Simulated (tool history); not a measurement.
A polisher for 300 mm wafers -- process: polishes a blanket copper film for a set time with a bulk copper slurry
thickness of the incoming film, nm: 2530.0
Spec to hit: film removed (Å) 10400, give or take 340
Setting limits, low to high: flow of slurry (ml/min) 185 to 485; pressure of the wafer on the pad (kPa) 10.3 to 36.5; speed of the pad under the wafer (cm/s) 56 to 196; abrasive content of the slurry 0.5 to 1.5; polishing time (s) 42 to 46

run,hour,flow of slurry (ml/min),pressure of the wafer on the pad (kPa),speed of the pad under the wafer (cm/s),abrasive content of the slurry,polishing time (s),film removed (Å)
1,0,310,23.4,126,1,46,6695.3
2,8.7,310,17.9,126,1,46,5410.8
3,14.2,310,17.9,126,1,42,4978.3
4,17.2,310,17.9,142,1,42,5556
5,25.6,310,20.7,142,1,42,6224.6
6,29.9,310,22.8,142,1,42,6658.2
7,34.5,310,24.8,142,1,42,7188.2
8,35.4,310,26.2,142,1,42,7480.3
9,40.2,310,27.6,142,1,42,7868.5
10,49.2,310,29,142,1,42,8108.2
11,54.7,310,30.3,142,1,42,8526.1
12,58.9,310,31,142,1,42,8541.5
13,63.8,310,31.7,142,1,42,8778.6
14,65.7,310,32.4,142,1,42,8941.7
15,72.9,310,33.1,142,1,42,9248.7
16,74.8,310,33.8,142,1,42,9315.1
17,79,310,36.5,142,1,42,9746.6

Which of these 5 next moves meets every target?
A,83.2,305,33.8,132,1,43,?
B,83.2,270,35.9,134,0.85,42,?
C,83.2,295,34.5,162,0.8,43,?
D,83.2,305,36.5,124,1.05,43,?
E,83.2,340,35.2,128,1.1,42,?

move,film removed (Å)
A,9020.4
B,8930.9
C,10446
D,9236.3
E,9164.1
A: misses by more than the last run did
B: misses by more than the last run did
C: all results land within tolerance of their targets
D: misses by more than the last run did
E: misses by more than the last run did
C meets every target.
